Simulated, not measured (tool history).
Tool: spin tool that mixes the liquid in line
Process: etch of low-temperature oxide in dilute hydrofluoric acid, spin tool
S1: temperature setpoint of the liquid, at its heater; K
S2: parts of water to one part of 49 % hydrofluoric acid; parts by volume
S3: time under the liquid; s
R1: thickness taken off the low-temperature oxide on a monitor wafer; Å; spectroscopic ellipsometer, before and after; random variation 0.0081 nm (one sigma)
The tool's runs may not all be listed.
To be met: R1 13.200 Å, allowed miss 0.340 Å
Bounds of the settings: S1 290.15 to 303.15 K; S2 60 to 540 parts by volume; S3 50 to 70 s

run  hour      S1   S2  S3      R1
  1   0.0  295.15  300  70  19.666
  2   6.5  298.15  300  70  21.949
  3  13.5  296.15  315  70  19.283
  4  21.6  294.65  325  70  17.566
  5  27.4  293.65  335  70  16.202
  6  33.7  293.65  335  50  11.787
  7  34.2  294.15  335  50  11.855
  8  43.0  294.65  335  50  12.111
  9  46.7  295.15  335  50  12.389
 10  50.9  295.65  335  50  12.496
 11  59.0  296.15  335  50  12.748

Which of these 5 next moves meets every target?
  A  67.1  297.65  355  50   ?
  B  67.1  300.15  405  55   ?
  C  67.1  295.15  345  60   ?
  D  67.1  293.15  345  60   ?
  E  67.1  296.15  395  60   ?

move      R1
   A  12.534
   B  12.504
   C  14.343
   D  13.368
   E  12.398
A: further off than the last run
B: further off than the last run
C: takes the result that was furthest off past its target
D: meets every target
E: further off than the last run
The right move is D.
